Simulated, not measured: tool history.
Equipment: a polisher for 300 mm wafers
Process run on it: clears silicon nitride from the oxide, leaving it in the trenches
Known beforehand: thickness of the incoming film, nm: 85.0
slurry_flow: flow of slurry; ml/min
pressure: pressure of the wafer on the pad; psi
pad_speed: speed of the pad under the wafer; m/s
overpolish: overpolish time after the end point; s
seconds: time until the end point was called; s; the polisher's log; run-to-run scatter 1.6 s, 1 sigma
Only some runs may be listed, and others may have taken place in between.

run 1 hour=0 | slurry_flow=255 pressure=2.3 pad_speed=1.06 overpolish=15 | seconds=119.02
run 2 hour=8.2 | slurry_flow=255 pressure=2.3 pad_speed=1.32 overpolish=15 | seconds=91.81
run 3 hour=12.7 | slurry_flow=255 pressure=2 pad_speed=1.32 overpolish=15 | seconds=103.43
run 4 hour=13.3 | slurry_flow=305 pressure=2 pad_speed=1.32 overpolish=15 | seconds=100.43
run 5 hour=19.2 | slurry_flow=305 pressure=2.5 pad_speed=1.32 overpolish=15 | seconds=88.533
run 6 hour=28.1 | slurry_flow=305 pressure=2.1 pad_speed=1.3 overpolish=15 | seconds=100.3

The next listed run, before its measurement:
run 7 hour=35.6 | slurry_flow=305 pressure=1.8 pad_speed=1.28 overpolish=15 | seconds=?

{"run 7": {"seconds": 111.4}}

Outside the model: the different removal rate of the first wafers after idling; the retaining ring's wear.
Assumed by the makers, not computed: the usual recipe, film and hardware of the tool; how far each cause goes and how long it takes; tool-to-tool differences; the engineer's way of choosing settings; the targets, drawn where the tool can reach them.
